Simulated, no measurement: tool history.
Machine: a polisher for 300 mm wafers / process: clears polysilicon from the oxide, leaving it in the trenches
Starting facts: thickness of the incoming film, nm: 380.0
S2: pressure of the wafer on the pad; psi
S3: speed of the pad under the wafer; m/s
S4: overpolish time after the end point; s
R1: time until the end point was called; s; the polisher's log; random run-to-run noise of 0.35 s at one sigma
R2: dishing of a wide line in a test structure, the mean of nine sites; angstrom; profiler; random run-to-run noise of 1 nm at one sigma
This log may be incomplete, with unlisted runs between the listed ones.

run 1 day=0 | flow_of_slurry_(ml/min)=170 S2=2.8 S3=0.76 S4=10 | R1=41.459 R2=531.89
run 2 day=0.267 | flow_of_slurry_(ml/min)=170 S2=2.8 S3=0.84 S4=10 | R1=38.032 R2=524.56
run 3 day=0.633 | flow_of_slurry_(ml/min)=200 S2=2.8 S3=0.84 S4=10 | R1=36.627 R2=532.95
run 4 day=0.946 | flow_of_slurry_(ml/min)=200 S2=2.2 S3=0.84 S4=10 | R1=45.263 R2=510.99
run 5 day=1.112 | flow_of_slurry_(ml/min)=200 S2=2.2 S3=0.84 S4=12 | R1=44.236 R2=543.5
run 6 day=1.325 | flow_of_slurry_(ml/min)=200 S2=2.2 S3=0.84 S4=16 | R1=43.401 R2=606.97

Run 7 comes next. What will it give?
run 7 day=1.567 | flow_of_slurry_(ml/min)=205 S2=2.5 S3=0.84 S4=15 | R1=? R2=?

Run 7 produced R1 39.54 s, R2 606.85 angstrom.
